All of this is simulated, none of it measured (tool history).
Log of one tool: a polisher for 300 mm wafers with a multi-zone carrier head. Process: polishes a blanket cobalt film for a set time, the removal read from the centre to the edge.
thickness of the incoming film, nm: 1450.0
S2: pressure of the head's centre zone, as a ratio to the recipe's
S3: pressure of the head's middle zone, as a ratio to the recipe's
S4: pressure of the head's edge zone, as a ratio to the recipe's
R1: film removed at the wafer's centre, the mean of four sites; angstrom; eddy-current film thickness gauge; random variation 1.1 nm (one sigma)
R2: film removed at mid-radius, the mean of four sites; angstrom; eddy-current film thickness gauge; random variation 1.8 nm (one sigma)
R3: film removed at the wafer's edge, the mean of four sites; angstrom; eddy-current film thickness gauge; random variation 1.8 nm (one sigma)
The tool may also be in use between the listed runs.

run 1 hour=0 | flow_of_slurry_(ml/min)=280 S2=1 S3=1 S4=1 polishing_time_(s)=42 | R1=2183 R2=2100.4 R3=2144.8
run 2 hour=7.8 | flow_of_slurry_(ml/min)=275 S2=0.99 S3=0.97 S4=0.98 polishing_time_(s)=38 | R1=1956.3 R2=1901.7 R3=1921.1
run 3 hour=11.8 | flow_of_slurry_(ml/min)=275 S2=0.99 S3=0.97 S4=0.95 polishing_time_(s)=38 | R1=1962.8 R2=1916.5 R3=1887.2
run 4 hour=14.7 | flow_of_slurry_(ml/min)=270 S2=0.99 S3=0.94 S4=0.96 polishing_time_(s)=35 | R1=1776.8 R2=1700.5 R3=1765.7
run 5 hour=21.6 | flow_of_slurry_(ml/min)=270 S2=1.07 S3=0.94 S4=0.96 polishing_time_(s)=35 | R1=1931.5 R2=1677.6 R3=1739.7
run 6 hour=27.6 | flow_of_slurry_(ml/min)=270 S2=1.07 S3=0.97 S4=0.96 polishing_time_(s)=35 | R1=1926 R2=1738.2 R3=1760.4
run 7 hour=31.8 | flow_of_slurry_(ml/min)=265 S2=1.05 S3=0.94 S4=0.96 polishing_time_(s)=33 | R1=1796.6 R2=1620.2 R3=1678.3
run 8 hour=39.8 | flow_of_slurry_(ml/min)=265 S2=1.04 S3=0.92 S4=0.96 polishing_time_(s)=31 | R1=1661.3 R2=1424.7 R3=1566.4
run 9 hour=41.9 | flow_of_slurry_(ml/min)=260 S2=1.02 S3=0.9 S4=0.94 polishing_time_(s)=30 | R1=1555.4 R2=1410.3 R3=1449.4
run 10 hour=43.6 | flow_of_slurry_(ml/min)=250 S2=1.01 S3=0.89 S4=0.95 polishing_time_(s)=30 | R1=1535 R2=1374.2 R3=1466.4

Run 11 comes next. What will it give?
run 11 hour=48.1 | flow_of_slurry_(ml/min)=240 S2=1 S3=0.88 S4=0.95 polishing_time_(s)=30 | R1=? R2=? R3=?

R1: 1514.9 angstrom
R2: 1385.7 angstrom
R3: 1464.9 angstrom
